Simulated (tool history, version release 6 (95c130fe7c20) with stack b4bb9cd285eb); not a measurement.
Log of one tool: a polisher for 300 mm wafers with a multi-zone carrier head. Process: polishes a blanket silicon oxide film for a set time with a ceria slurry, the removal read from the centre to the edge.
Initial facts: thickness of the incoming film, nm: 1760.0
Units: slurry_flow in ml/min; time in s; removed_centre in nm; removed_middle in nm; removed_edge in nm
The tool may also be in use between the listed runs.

run 1 day=0 | slurry_flow=120 centre_zone=1 middle_zone=1 edge_zone=1 time=45 | removed_centre=237.15 removed_middle=237.42 removed_edge=234.02
run 2 day=0.183 | slurry_flow=105 centre_zone=1 middle_zone=1 edge_zone=1 time=45 | removed_centre=229.38 removed_middle=229.53 removed_edge=224.61
run 3 day=0.371 | slurry_flow=105 centre_zone=1 middle_zone=1 edge_zone=1 time=36 | removed_centre=186.62 removed_middle=184.78 removed_edge=185.19
run 4 day=0.608 | slurry_flow=85 centre_zone=1 middle_zone=1 edge_zone=1 time=36 | removed_centre=167.23 removed_middle=170.12 removed_edge=171.48
run 5 day=0.712 | slurry_flow=95 centre_zone=1 middle_zone=0.99 edge_zone=1.03 time=36 | removed_centre=178.32 removed_middle=176.16 removed_edge=182.52
run 6 day=1.033 | slurry_flow=80 centre_zone=1 middle_zone=0.99 edge_zone=1.03 time=36 | removed_centre=167.3 removed_middle=168.65 removed_edge=170.3
run 7 day=1.1 | slurry_flow=90 centre_zone=0.99 middle_zone=0.98 edge_zone=1.05 time=36 | removed_centre=171.64 removed_middle=175.44 removed_edge=178.55
run 8 day=1.296 | slurry_flow=100 centre_zone=0.99 middle_zone=0.96 edge_zone=1.07 time=36 | removed_centre=177.19 removed_middle=173.93 removed_edge=179.13

What will run 9 give?
run 9 day=1.621 | slurry_flow=105 centre_zone=0.98 middle_zone=0.94 edge_zone=1.09 time=37 | removed_centre=? removed_middle=? removed_edge=?

removed_centre: 190.09 nm
removed_middle: 180.24 nm
removed_edge: 191.45 nm
